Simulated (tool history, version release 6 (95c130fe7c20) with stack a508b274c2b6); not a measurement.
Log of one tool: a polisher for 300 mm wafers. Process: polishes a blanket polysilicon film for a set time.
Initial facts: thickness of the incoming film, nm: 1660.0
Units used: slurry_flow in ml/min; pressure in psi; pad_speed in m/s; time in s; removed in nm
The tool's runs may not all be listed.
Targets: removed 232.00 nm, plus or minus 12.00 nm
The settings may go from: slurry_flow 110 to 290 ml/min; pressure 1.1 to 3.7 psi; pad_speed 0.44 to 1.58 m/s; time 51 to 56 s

run  hour  slurry_flow  pressure  pad_speed  time  removed
  1   0.0          185       2.4       1.00    56   337.39
  2   6.7          185       2.4       0.82    56   292.39
  3  14.6          210       2.4       0.82    56   289.86
  4  15.3          210       2.3       0.82    56   289.45
  5  19.1          210       2.3       0.82    51   258.67
  6  22.2          210       2.2       0.82    51   251.32
     29.3  -- head pressure recalibrated
  7  29.3          210       2.1       0.82    51   269.30
  8  31.4          210       2.1       0.78    51   258.16
  9  32.5          210       2.1       0.76    51   253.74
 10  40.6          210       2.1       0.74    51   246.42

Consider the 5 candidate settings below. Which is the only one whose results all fall within their allowed miss of target?
  A  48.7          230       2.1       0.78    51        ?
  B  48.7          195       2.1       0.80    51        ?
  C  48.7          145       2.0       0.82    56        ?
  D  48.7          175       2.7       0.54    56        ?
  E  48.7          215       1.8       0.72    56        ?

move  removed
   A   257.99
   B   258.66
   C   267.15
   D   270.30
   E   228.59
A: further off than the last run
B: further off than the last run
C: further off than the last run
D: further off than the last run
E: hits every target within its allowed miss
Go with E: it meets all targets.
